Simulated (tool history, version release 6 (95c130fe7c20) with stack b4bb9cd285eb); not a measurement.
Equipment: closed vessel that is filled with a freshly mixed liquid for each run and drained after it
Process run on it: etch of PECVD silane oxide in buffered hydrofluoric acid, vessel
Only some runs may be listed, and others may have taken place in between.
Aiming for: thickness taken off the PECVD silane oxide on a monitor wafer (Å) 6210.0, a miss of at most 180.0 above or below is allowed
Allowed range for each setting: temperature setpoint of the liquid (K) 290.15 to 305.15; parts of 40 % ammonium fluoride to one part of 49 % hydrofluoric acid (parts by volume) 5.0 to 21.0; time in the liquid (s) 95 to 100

run  hour  temperature setpoint of the liquid (K)  parts of 40 % ammonium fluoride to one part of 49 % hydrofluoric acid (parts by volume)  time in the liquid (s)  thickness taken off the PECVD silane oxide on a monitor wafer (Å)
  1   0.0                                  297.15                                                                                     13.0                      95                                                             4205.5
  2   6.3                                  293.65                                                                                     13.0                      95                                                             3469.5
  3   8.3                                  295.15                                                                                     13.0                      95                                                             3793.1
  4  16.8                                  296.65                                                                                     13.0                      95                                                             4118.8
  5  25.8                                  296.65                                                                                     13.0                     100                                                             4331.0
  6  31.6                                  296.65                                                                                     11.0                     100                                                             5086.6
  7  35.5                                  297.65                                                                                     11.0                     100                                                             5347.7
  8  36.6                                  298.65                                                                                     11.0                     100                                                             5706.5
  9  44.3                                  299.15                                                                                     11.0                     100                                                             5852.7
 10  50.9                                  299.15                                                                                     11.0                     100                                                             5781.8
 11  56.5                                  299.65                                                                                     11.0                     100                                                             5934.5

Exactly one of the 5 candidate moves below puts every result within its allowed miss. Which one?
  A  62.1                                  300.15                                                                                     11.5                      95                                                                  ?
  B  62.1                                  299.15                                                                                     10.5                      95                                                                  ?
  C  62.1                                  299.65                                                                                     10.5                      95                                                                  ?
  D  62.1                                  300.15                                                                                     11.0                     100                                                                  ?
  E  62.1                                  298.65                                                                                     10.5                     100                                                                  ?

move  thickness taken off the PECVD silane oxide on a monitor wafer (Å)
   A                                                             5546.5
   B                                                             5643.1
   C                                                             5796.7
   D                                                             6086.4
   E                                                             5782.2
A: further off than the last run
B: further off than the last run
C: further off than the last run
D: hits every target within its allowed miss
E: further off than the last run
D meets every target.
